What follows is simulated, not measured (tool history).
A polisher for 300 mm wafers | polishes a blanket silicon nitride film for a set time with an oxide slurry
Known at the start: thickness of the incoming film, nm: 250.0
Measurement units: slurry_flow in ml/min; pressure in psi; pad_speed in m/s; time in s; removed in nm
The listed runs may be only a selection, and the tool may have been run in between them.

| run | hour | slurry_flow | pressure | pad_speed | slurry_solids | time | removed |
|---|---|---|---|---|---|---|---|
| 1 | 0.0 | 235 | 3.5 | 1.36 | 1.00 | 110 | 98.109 |
| 2 | 4.8 | 235 | 3.5 | 1.36 | 0.85 | 110 | 91.671 |
| 3 | 7.7 | 235 | 3.8 | 1.38 | 0.85 | 110 | 100.390 |
| 4 | 13.2 | 235 | 3.8 | 1.38 | 0.85 | 110 | 99.067 |
| 5 | 17.4 | 235 | 4.1 | 1.40 | 0.85 | 110 | 107.670 |
| 6 | 21.8 | 235 | 4.3 | 1.42 | 0.85 | 110 | 116.390 |
| 7 | 27.1 | 235 | 4.5 | 1.42 | 0.85 | 110 | 120.260 |
| 8 | 27.7 | 235 | 4.7 | 1.44 | 0.85 | 110 | 127.020 |
| 9 | 29.2 | 235 | 4.8 | 1.46 | 0.85 | 110 | 127.840 |
| 10 | 32.7 | 235 | 4.9 | 1.48 | 0.85 | 110 | 131.330 |

Run 11, settings as shown, results not yet in. Your forecast:
| 11 | 34.6 | 235 | 5.0 | 1.50 | 0.85 | 110 | ? |

For run 11 the tool returned removed 140.490 nm.
